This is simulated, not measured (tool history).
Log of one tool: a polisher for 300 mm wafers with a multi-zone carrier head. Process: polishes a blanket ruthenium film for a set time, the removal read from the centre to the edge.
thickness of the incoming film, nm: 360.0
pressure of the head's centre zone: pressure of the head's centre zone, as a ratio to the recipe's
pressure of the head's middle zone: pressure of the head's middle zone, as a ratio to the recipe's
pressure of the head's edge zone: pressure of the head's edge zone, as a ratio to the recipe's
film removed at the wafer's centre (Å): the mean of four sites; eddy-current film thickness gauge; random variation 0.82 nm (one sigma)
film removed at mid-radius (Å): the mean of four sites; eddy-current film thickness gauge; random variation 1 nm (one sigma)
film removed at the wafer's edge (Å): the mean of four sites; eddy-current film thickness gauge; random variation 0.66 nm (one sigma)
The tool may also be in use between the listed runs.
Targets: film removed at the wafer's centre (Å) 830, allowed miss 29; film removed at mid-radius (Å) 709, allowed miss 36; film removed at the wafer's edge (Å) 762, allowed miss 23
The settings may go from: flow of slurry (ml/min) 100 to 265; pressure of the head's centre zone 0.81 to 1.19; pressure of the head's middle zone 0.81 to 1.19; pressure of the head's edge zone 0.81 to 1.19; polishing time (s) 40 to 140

| run | day | flow of slurry (ml/min) | pressure of the head's centre zone | pressure of the head's middle zone | pressure of the head's edge zone | polishing time (s) | film removed at the wafer's centre (Å) | film removed at mid-radius (Å) | film removed at the wafer's edge (Å) |
|---|---|---|---|---|---|---|---|---|---|
| 1 | 0 | 170 | 1 | 1 | 1 | 90 | 1067.7 | 1066.8 | 1086.8 |
| 2 | 0.196 | 170 | 1 | 0.99 | 0.99 | 87 | 1059.8 | 1052.2 | 1031 |
| 3 | 0.338 | 165 | 1 | 0.97 | 0.99 | 84 | 974.84 | 982.34 | 1000.1 |
| 4 | 0.483 | 165 | 1 | 0.97 | 0.99 | 62 | 752.63 | 722.79 | 735.53 |
| 5 | 0.688 | 170 | 1.01 | 0.96 | 0.99 | 62 | 755.47 | 724.81 | 744.19 |
| 6 | 0.725 | 170 | 1.01 | 0.96 | 0.9 | 62 | 747.54 | 717.11 | 711.65 |
| 7 | 0.854 | 175 | 1.02 | 0.95 | 0.91 | 62 | 774.8 | 718.72 | 722.46 |
| 8 | 1.088 | 180 | 1.02 | 0.94 | 0.92 | 62 | 777.62 | 711.64 | 724.61 |
| 9 | 1.454 | 185 | 1.02 | 0.94 | 0.93 | 62 | 769.44 | 707.43 | 721.63 |
| 10 | 1.542 | 185 | 1.03 | 0.94 | 0.94 | 62 | 773.45 | 706.59 | 734.17 |
| 11 | 1.85 | 185 | 1.04 | 0.94 | 0.94 | 62 | 799.27 | 715.47 | 742.27 |

Which of these 4 next moves meets every target?
| A | 2.158 | 180 | 0.98 | 0.92 | 0.88 | 65 | ? | ? | ? |
| B | 2.158 | 225 | 1.07 | 0.91 | 0.98 | 62 | ? | ? | ? |
| C | 2.158 | 175 | 1.04 | 0.96 | 1.07 | 62 | ? | ? | ? |
| D | 2.158 | 205 | 1.05 | 1.01 | 0.9 | 60 | ? | ? | ? |

| move | film removed at the wafer's centre (Å) | film removed at mid-radius (Å) | film removed at the wafer's edge (Å) |
|---|---|---|---|
| A | 768.06 | 723.22 | 756.34 |
| B | 831.55 | 706.91 | 770.32 |
| C | 773.71 | 710.91 | 774.27 |
| D | 778.56 | 736.97 | 713.98 |
A: further off than the last run
B: meets every target
C: further off than the last run
D: further off than the last run
Answer: B
